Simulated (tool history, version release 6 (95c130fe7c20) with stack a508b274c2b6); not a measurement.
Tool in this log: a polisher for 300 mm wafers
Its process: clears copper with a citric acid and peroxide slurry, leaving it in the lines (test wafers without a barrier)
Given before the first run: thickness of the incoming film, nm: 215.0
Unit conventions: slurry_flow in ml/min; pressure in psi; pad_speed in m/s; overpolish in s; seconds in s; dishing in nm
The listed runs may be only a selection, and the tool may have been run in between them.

run,hour,slurry_flow,pressure,pad_speed,slurry_solids,overpolish,seconds,dishing
1,0,290,2.2,1.14,1,14,102.4,20.037
2,3.5,290,2.6,1.16,1,15,83.845,24.801
3,7.7,290,2.6,1.16,0.8,15,88.936,22.811
4,9.5,290,2.9,1.18,0.8,17,79.859,27.826
5,11,230,2.9,1.18,0.8,17,80.302,28.068
6,19.8,195,2.9,1.18,0.8,17,82.027,27.454
7,22.2,200,3.1,1.22,0.8,18,76.01,31.694
8,23.6,205,3.2,1.26,0.8,18,68.374,32.844
9,32.3,215,3.5,1.26,0.8,21,62.038,39.941

What will run 10 give?
10,37.8,215,3.5,1.28,0.8,21,?,?

{"run 10": {"seconds": 62.073, "dishing": 41.063}}
